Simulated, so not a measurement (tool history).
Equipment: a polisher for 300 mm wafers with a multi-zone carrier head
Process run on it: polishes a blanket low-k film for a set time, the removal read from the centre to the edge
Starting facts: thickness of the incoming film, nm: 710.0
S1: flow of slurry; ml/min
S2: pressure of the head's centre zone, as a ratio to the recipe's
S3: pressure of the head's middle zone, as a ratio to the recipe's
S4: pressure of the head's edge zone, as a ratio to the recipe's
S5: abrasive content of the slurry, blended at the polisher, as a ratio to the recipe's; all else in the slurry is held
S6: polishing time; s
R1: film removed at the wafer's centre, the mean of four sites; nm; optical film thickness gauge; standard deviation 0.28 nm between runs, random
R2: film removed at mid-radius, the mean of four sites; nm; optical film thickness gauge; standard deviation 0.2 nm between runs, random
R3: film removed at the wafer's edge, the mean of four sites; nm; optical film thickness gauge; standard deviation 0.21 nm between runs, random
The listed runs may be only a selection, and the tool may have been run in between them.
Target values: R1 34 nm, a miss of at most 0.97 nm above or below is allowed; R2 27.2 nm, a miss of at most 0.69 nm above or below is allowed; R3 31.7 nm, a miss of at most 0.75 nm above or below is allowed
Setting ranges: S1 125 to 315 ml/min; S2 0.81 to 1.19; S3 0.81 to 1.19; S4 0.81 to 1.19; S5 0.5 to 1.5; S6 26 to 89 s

Run 1, hour 0: S1 205 ml/min, S2 1, S3 1, S4 1, S5 1, S6 57 s. Result: R1 30.155 nm, R2 29.215 nm, R3 30.358 nm.
Run 2, hour 4.2: S1 210 ml/min, S2 1.01, S3 0.99, S4 1.01, S5 1, S6 57 s. Result: R1 30.051 nm, R2 29.085 nm, R3 30.194 nm.
Run 3, hour 8.2: S1 210 ml/min, S2 1.01, S3 0.99, S4 1.01, S5 1, S6 66 s. Result: R1 35.134 nm, R2 33.904 nm, R3 35.857 nm.
Run 4, hour 14.9: S1 205 ml/min, S2 1.01, S3 0.97, S4 1, S5 1, S6 66 s. Result: R1 34.749 nm, R2 32.974 nm, R3 35.448 nm.
Run 5, hour 19.9: S1 205 ml/min, S2 1.01, S3 0.97, S4 1.06, S5 1, S6 66 s. Result: R1 34.423 nm, R2 33.209 nm, R3 35.999 nm.
Run 6, hour 26.5: S1 200 ml/min, S2 1.02, S3 0.96, S4 1.04, S5 1, S6 66 s. Result: R1 35.625 nm, R2 32.917 nm, R3 35.494 nm.
Run 7, hour 28.2: S1 195 ml/min, S2 1.02, S3 0.95, S4 1.03, S5 1, S6 66 s. Result: R1 35.433 nm, R2 32.277 nm, R3 35.829 nm.
Run 8, hour 30.9: S1 195 ml/min, S2 1.02, S3 0.94, S4 1.02, S5 1, S6 66 s. Result: R1 35.034 nm, R2 31.679 nm, R3 35.937 nm.
Run 9, hour 36.7: S1 195 ml/min, S2 1.03, S3 0.94, S4 1.01, S5 0.95, S6 66 s. Result: R1 34.447 nm, R2 31.143 nm, R3 34.721 nm.

Which one of the following 5 next-run settings gets every result inside its allowed miss? There is exactly one.
Run A, hour 42.5: S1 170 ml/min, S2 1.14, S3 0.88, S4 0.95, S5 1, S6 59 s. Result: R1 ?, R2 ?, R3 ?.
Run B, hour 42.5: S1 260 ml/min, S2 1.11, S3 1, S4 0.97, S5 0.95, S6 60 s. Result: R1 ?, R2 ?, R3 ?.
Run C, hour 42.5: S1 180 ml/min, S2 1.11, S3 0.82, S4 0.99, S5 0.9, S6 63 s. Result: R1 ?, R2 ?, R3 ?.
Run D, hour 42.5: S1 205 ml/min, S2 1.09, S3 0.89, S4 1.01, S5 0.95, S6 60 s. Result: R1 ?, R2 ?, R3 ?.
Run E, hour 42.5: S1 140 ml/min, S2 1.05, S3 0.92, S4 0.89, S5 0.7, S6 74 s. Result: R1 ?, R2 ?, R3 ?.

move      R1      R2      R3
   A  35.039  26.195  30.473
   B  35.356  30.063  31.401
   C  34.997   25.36  31.864
   D  33.937  26.743  31.596
   E  33.831  28.578  31.194
A: takes the result that was furthest off past its target
B: nearer the targets than the last run, but a result is still out of spec
C: takes the result that was furthest off past its target
D: all results in spec
E: nearer the targets than the last run, but a result is still out of spec
D meets every target.

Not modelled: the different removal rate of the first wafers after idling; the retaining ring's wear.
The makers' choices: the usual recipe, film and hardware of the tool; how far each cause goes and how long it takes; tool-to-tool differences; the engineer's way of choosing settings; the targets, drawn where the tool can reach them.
